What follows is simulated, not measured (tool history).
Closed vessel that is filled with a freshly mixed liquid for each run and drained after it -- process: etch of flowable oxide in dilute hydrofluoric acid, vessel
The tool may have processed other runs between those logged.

run	hour	temperature setpoint of the liquid (C)	parts of water to one part of 49 % hydrofluoric acid (parts by volume)	time in the liquid (s)	thickness taken off the flowable oxide on a monitor wafer (angstrom)
1	0.0	24.0	100	35	103.960
2	7.2	23.0	100	35	99.722
3	8.6	23.0	75	35	139.350
4	14.5	22.5	80	35	126.060
5	21.4	22.5	100	35	99.741
6	24.0	22.5	130	35	72.383

Run 7 has not been measured yet. What should we expect?
7	26.4	22.0	130	35	?

Run 7 measured thickness taken off the flowable oxide on a monitor wafer (angstrom) 72.565.
